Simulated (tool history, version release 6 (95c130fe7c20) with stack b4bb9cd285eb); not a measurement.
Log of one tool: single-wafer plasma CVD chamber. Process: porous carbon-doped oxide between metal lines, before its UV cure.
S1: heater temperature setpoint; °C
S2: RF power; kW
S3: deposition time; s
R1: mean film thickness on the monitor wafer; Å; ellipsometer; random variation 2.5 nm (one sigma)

run  hour   S1     S2    S3      R1
  1   0.0  280  0.565  59.5  3735.9
  2   1.2  280  0.565  61.5  3847.6
  3   4.5  276  0.585  61.5  4110.9
  4   5.6  273  0.595  61.5  4284.4
  5   8.6  277  0.595  61.5  4106.9
  6  10.1  277  0.595  61.5  4156.0
  7  13.4  274  0.600  61.5  4273.2
  8  17.1  271  0.605  61.5  4369.5
  9  22.3  269  0.615  61.5  4542.3
 10  25.8  267  0.615  61.5  4603.9

Run 11 comes next. What will it give?
 11  34.1  267  0.615  61.5   ?

{"run 11": {"R1": 4646.6}}
